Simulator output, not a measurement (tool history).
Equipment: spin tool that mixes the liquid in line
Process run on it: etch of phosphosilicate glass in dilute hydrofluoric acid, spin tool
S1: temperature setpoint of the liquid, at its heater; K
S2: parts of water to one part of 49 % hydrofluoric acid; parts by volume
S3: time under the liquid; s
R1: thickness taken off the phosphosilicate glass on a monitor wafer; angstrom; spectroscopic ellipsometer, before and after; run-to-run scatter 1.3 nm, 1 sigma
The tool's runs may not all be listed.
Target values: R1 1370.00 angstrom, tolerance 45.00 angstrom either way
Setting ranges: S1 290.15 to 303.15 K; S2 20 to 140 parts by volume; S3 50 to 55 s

run	hour	S1	S2	S3	R1
1	0.0	295.15	75	50	827.45
2	8.6	295.15	75	55	886.54
3	16.1	295.15	75	55	902.94
4	19.6	292.15	75	55	792.79
5	22.5	292.15	55	55	1106.60
6	27.2	293.15	55	55	1158.00
7	32.8	294.15	55	55	1193.10
8	34.0	295.15	55	55	1251.20
9	41.9	295.65	55	55	1276.70
10	47.7	296.15	55	55	1312.40

Consider the 5 candidate settings below. Which is the only one whose results all fall within their allowed miss of target?
A	53.5	297.65	55	55	?
B	53.5	299.15	60	50	?
C	53.5	297.15	55	50	?
D	53.5	295.15	55	55	?
E	53.5	296.65	55	50	?

move	R1
A	1388.90
B	1221.60
C	1237.10
D	1252.90
E	1211.90
A: all results in spec
B: its largest miss is bigger than the last run's
C: its largest miss is bigger than the last run's
D: its largest miss is bigger than the last run's
E: its largest miss is bigger than the last run's
So the answer is move A, the one that meets all the targets.
